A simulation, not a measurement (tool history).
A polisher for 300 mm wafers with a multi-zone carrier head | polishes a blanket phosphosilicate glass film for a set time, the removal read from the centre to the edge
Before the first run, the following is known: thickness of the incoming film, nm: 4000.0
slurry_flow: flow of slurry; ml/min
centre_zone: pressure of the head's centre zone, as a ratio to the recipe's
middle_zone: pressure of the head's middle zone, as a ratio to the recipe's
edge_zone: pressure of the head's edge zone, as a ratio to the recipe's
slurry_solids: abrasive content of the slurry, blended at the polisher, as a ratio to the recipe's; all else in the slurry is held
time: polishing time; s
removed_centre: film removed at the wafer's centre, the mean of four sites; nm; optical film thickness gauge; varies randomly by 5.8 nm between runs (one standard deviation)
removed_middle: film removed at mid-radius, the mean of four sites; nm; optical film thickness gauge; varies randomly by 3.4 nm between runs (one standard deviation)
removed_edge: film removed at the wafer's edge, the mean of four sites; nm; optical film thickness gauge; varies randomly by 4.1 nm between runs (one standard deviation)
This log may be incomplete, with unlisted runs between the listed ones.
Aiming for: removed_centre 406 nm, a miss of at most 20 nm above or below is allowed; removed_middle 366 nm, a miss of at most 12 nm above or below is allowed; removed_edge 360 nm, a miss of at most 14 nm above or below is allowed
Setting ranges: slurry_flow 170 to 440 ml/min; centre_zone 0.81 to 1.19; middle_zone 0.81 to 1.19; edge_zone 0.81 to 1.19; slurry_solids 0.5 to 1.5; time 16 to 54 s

run 1 hour=0 | slurry_flow=280 centre_zone=1 middle_zone=1 edge_zone=1 slurry_solids=1 time=35 | removed_centre=286.5 removed_middle=281.74 removed_edge=286.67
run 2 hour=0.8 | slurry_flow=280 centre_zone=1.07 middle_zone=1 edge_zone=1 slurry_solids=1 time=35 | removed_centre=308.53 removed_middle=280.97 removed_edge=289.33
run 3 hour=7.9 | slurry_flow=280 centre_zone=1.07 middle_zone=1 edge_zone=1 slurry_solids=0.9 time=35 | removed_centre=286.29 removed_middle=267.03 removed_edge=270.1
run 4 hour=14.3 | slurry_flow=280 centre_zone=1.07 middle_zone=1 edge_zone=1 slurry_solids=0.8 time=35 | removed_centre=279.7 removed_middle=251.7 removed_edge=257.32
run 5 hour=20.2 | slurry_flow=280 centre_zone=1.07 middle_zone=1.04 edge_zone=1 slurry_solids=0.8 time=35 | removed_centre=269.92 removed_middle=259.7 removed_edge=256.49
run 6 hour=27 | slurry_flow=345 centre_zone=1.07 middle_zone=1.04 edge_zone=1 slurry_solids=0.8 time=35 | removed_centre=283.15 removed_middle=268.67 removed_edge=255.91
run 7 hour=28.1 | slurry_flow=345 centre_zone=1.09 middle_zone=1.04 edge_zone=1.02 slurry_solids=0.95 time=35 | removed_centre=308.84 removed_middle=289.15 removed_edge=282.14
run 8 hour=35.3 | slurry_flow=350 centre_zone=1.11 middle_zone=1.05 edge_zone=1.03 slurry_solids=1.05 time=35 | removed_centre=337.33 removed_middle=303.73 removed_edge=296.6
run 9 hour=38 | slurry_flow=345 centre_zone=1.11 middle_zone=1.06 edge_zone=1.04 slurry_solids=1.15 time=35 | removed_centre=341.12 removed_middle=319.29 removed_edge=312.99
run 10 hour=41.5 | slurry_flow=350 centre_zone=1.13 middle_zone=1.07 edge_zone=1.05 slurry_solids=1.2 time=35 | removed_centre=353.35 removed_middle=328.25 removed_edge=315.92
run 11 hour=47.1 | slurry_flow=355 centre_zone=1.14 middle_zone=1.07 edge_zone=1.06 slurry_solids=1.25 time=35 | removed_centre=364.73 removed_middle=339.6 removed_edge=332.68
run 12 hour=51.7 | slurry_flow=360 centre_zone=1.15 middle_zone=1.07 edge_zone=1.06 slurry_solids=1.3 time=35 | removed_centre=380.34 removed_middle=338.13 removed_edge=338.28

Which of these 5 next moves meets every target?
run A hour=56.3 | slurry_flow=400 centre_zone=1.14 middle_zone=1.03 edge_zone=1.15 slurry_solids=1.4 time=38 | removed_centre=? removed_middle=? removed_edge=?
run B hour=56.3 | slurry_flow=360 centre_zone=1.16 middle_zone=1.03 edge_zone=1.01 slurry_solids=1.1 time=41 | removed_centre=? removed_middle=? removed_edge=?
run C hour=56.3 | slurry_flow=380 centre_zone=1.11 middle_zone=1.1 edge_zone=1 slurry_solids=1.35 time=36 | removed_centre=? removed_middle=? removed_edge=?
run D hour=56.3 | slurry_flow=440 centre_zone=1.14 middle_zone=1 edge_zone=1.06 slurry_solids=1.45 time=41 | removed_centre=? removed_middle=? removed_edge=?
run E hour=56.3 | slurry_flow=370 centre_zone=1.19 middle_zone=1.1 edge_zone=0.91 slurry_solids=1.2 time=38 | removed_centre=? removed_middle=? removed_edge=?

move=A removed_centre=418.41 removed_middle=369.46 removed_edge=382.84
move=B removed_centre=412.28 removed_middle=359.7 removed_edge=351.8
move=C removed_centre=381.92 removed_middle=363.91 removed_edge=334.32
move=D removed_centre=460.58 removed_middle=396.5 removed_edge=405.1
move=E removed_centre=404.82 removed_middle=366.19 removed_edge=323.26
A: brings the result that was furthest off to its target, and leaves another outside
B: all results in spec
C: brings the result that was furthest off to its target, and leaves another outside
D: takes the biggest miss from the last run beyond its target
E: brings the result that was furthest off to its target, and leaves another outside
Go with B: it meets all targets.
